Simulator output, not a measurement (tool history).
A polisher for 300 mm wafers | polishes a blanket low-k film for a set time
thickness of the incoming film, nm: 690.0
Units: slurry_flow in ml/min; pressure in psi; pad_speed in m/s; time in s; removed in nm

Run 1, hour 0: slurry_flow 250 ml/min, pressure 1.7 psi, pad_speed 1.26 m/s, slurry_solids 1, time 47 s. Result: removed 23.981 nm.
Run 2, hour 1.2: slurry_flow 245 ml/min, pressure 1.5 psi, pad_speed 1.26 m/s, slurry_solids 1, time 47 s. Result: removed 21.198 nm.
Run 3, hour 7.5: slurry_flow 245 ml/min, pressure 1.5 psi, pad_speed 1.26 m/s, slurry_solids 0.85, time 47 s. Result: removed 19.466 nm.
Run 4, hour 12.6: slurry_flow 240 ml/min, pressure 1.4 psi, pad_speed 1.26 m/s, slurry_solids 0.85, time 47 s. Result: removed 18.396 nm.
Run 5, hour 13.4: slurry_flow 190 ml/min, pressure 1.4 psi, pad_speed 1.26 m/s, slurry_solids 0.85, time 47 s. Result: removed 17.563 nm.
Run 6, hour 14.8: slurry_flow 190 ml/min, pressure 1.4 psi, pad_speed 1.26 m/s, slurry_solids 1.05, time 47 s. Result: removed 19.537 nm.

Forecast run 7:
Run 7, hour 20.8: slurry_flow 190 ml/min, pressure 1.4 psi, pad_speed 1.26 m/s, slurry_solids 1.05, time 47 s. Result: removed ?.

removed: 19.71 nm
